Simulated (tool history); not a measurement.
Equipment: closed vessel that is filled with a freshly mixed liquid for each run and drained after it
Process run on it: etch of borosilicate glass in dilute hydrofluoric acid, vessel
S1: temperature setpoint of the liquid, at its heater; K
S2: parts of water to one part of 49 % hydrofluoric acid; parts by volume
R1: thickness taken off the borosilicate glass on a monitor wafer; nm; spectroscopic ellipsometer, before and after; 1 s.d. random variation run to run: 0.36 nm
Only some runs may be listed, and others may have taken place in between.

{"run": 1, "hour": 0.0, "S1": 296.15, "S2": 85, "time in the liquid (s)": 135, "R1": 37.782}
{"run": 2, "hour": 8.9, "S1": 296.15, "S2": 85, "time in the liquid (s)": 145, "R1": 41.045}
{"run": 3, "hour": 12.4, "S1": 298.15, "S2": 85, "time in the liquid (s)": 145, "R1": 44.278}
{"run": 4, "hour": 17.3, "S1": 298.15, "S2": 65, "time in the liquid (s)": 145, "R1": 59.26}
{"run": 5, "hour": 22.4, "S1": 298.65, "S2": 65, "time in the liquid (s)": 145, "R1": 60.454}
{"run": 6, "hour": 29.8, "S1": 298.65, "S2": 90, "time in the liquid (s)": 145, "R1": 42.482}
{"run": 7, "hour": 38.6, "S1": 300.65, "S2": 85, "time in the liquid (s)": 145, "R1": 49.308}
{"run": 8, "hour": 45.5, "S1": 301.65, "S2": 80, "time in the liquid (s)": 145, "R1": 54.655}
{"run": 9, "hour": 50.4, "S1": 302.65, "S2": 80, "time in the liquid (s)": 145, "R1": 56.577}

What will run 10 give?
{"run": 10, "hour": 52.8, "S1": 303.15, "S2": 80, "time in the liquid (s)": 145, "R1": "?"}

R1: 58.255 nm

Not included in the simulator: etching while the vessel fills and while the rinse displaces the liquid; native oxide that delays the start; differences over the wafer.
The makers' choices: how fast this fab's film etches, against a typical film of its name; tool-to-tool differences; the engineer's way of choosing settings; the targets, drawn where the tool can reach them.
